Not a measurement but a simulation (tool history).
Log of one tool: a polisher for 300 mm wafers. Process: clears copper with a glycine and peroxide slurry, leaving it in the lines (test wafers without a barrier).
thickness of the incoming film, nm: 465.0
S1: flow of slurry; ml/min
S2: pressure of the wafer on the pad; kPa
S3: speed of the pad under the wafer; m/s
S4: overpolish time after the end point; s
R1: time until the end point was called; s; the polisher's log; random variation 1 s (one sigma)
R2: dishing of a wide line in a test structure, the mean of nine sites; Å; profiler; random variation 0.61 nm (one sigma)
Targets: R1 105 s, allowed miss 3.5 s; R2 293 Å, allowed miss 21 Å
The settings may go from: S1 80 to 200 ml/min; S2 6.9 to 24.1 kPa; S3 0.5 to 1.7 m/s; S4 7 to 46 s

run,hour,S1,S2,S3,S4,R1,R2
1,0,130,15.2,1.1,24,96.469,537.23
2,6.9,120,14.5,1.14,21,100.13,465.19
3,11.6,115,14.5,1.16,19,98.626,450.14
4,13.2,115,17.9,1.16,19,82.911,504.41
5,20.5,110,17.2,1.18,17,86.535,472.59
# hour 22.7: head pressure recalibrated
6,22.7,110,17.2,1.08,17,85.486,465.79
7,29.3,105,16.5,1.04,15,90.418,418.96
8,34.9,100,15.9,1.02,14,96.596,374.48
9,35.9,100,15.9,1.02,13,97.783,361.23
10,44.5,100,15.9,1.02,12,97.355,342.63
11,50.2,100,15.2,1.02,10,99.966,294.02

5 next moves are on the table. One of them brings every result within its allowed miss. Which?
A,55.9,100,15.9,0.98,11,?,?
B,55.9,80,12.4,1.2,12,?,?
C,55.9,130,15.2,1.02,11,?,?
D,55.9,110,11.7,1.26,13,?,?
E,55.9,115,15.9,0.84,11,?,?

move,R1,R2
A,99.384,315.2
B,112.72,302.47
C,94.987,325.92
D,105.54,337.33
E,105.52,301.74
A: further off than the last run
B: takes the result that was furthest off past its target
C: further off than the last run
D: brings the result that was furthest off to its target, and leaves another outside
E: meets every target
Move E is the one to make.
